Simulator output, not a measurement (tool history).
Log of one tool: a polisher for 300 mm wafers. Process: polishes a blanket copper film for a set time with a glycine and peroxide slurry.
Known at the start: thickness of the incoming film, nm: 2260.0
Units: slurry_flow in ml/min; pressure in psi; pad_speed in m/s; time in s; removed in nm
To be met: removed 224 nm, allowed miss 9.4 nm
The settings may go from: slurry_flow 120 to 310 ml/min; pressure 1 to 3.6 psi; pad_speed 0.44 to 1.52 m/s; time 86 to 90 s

{"run": 1, "hour": 0.0, "slurry_flow": 200, "pressure": 2.3, "pad_speed": 0.98, "time": 86, "removed": 445.47}
{"run": 2, "hour": 7.0, "slurry_flow": 225, "pressure": 2.3, "pad_speed": 0.98, "time": 86, "removed": 457.06}
{"run": 3, "hour": 12.1, "slurry_flow": 225, "pressure": 2.3, "pad_speed": 1.16, "time": 86, "removed": 514.23}
{"run": 4, "hour": 17.7, "slurry_flow": 220, "pressure": 2, "pad_speed": 1.04, "time": 86, "removed": 419.14}
{"run": 5, "hour": 21.2, "slurry_flow": 200, "pressure": 2, "pad_speed": 1.04, "time": 86, "removed": 416.74}
{"run": 6, "hour": 28.2, "slurry_flow": 195, "pressure": 1.8, "pad_speed": 0.96, "time": 86, "removed": 353.93}
{"run": 7, "hour": 29.0, "slurry_flow": 190, "pressure": 1.6, "pad_speed": 0.92, "time": 86, "removed": 318.05}
{"run": 8, "hour": 31.4, "slurry_flow": 190, "pressure": 1.5, "pad_speed": 0.9, "time": 86, "removed": 308.62}
{"run": 9, "hour": 36.3, "slurry_flow": 190, "pressure": 1.5, "pad_speed": 0.9, "time": 86, "removed": 310.77}
{"run": 10, "hour": 44.2, "slurry_flow": 185, "pressure": 1.4, "pad_speed": 0.86, "time": 86, "removed": 277.43}
{"run": 11, "hour": 45.3, "slurry_flow": 185, "pressure": 1.3, "pad_speed": 0.84, "time": 86, "removed": 265.19}
{"run": 12, "hour": 48.6, "slurry_flow": 185, "pressure": 1.2, "pad_speed": 0.82, "time": 86, "removed": 244.81}

4 next moves are on the table. One of them brings every result within its allowed miss. Which?
{"run": "A", "hour": 51.9, "slurry_flow": 135, "pressure": 1, "pad_speed": 1.04, "time": 90, "removed": "?"}
{"run": "B", "hour": 51.9, "slurry_flow": 180, "pressure": 1.1, "pad_speed": 0.76, "time": 89, "removed": "?"}
{"run": "C", "hour": 51.9, "slurry_flow": 170, "pressure": 1.3, "pad_speed": 0.58, "time": 86, "removed": "?"}
{"run": "D", "hour": 51.9, "slurry_flow": 120, "pressure": 1.6, "pad_speed": 0.72, "time": 90, "removed": "?"}

move=A removed=254.59
move=B removed=230.83
move=C removed=208.5
move=D removed=265.94
A: further off than the last run
B: meets every target
C: takes the result that was furthest off past its target
D: further off than the last run
Answer: B
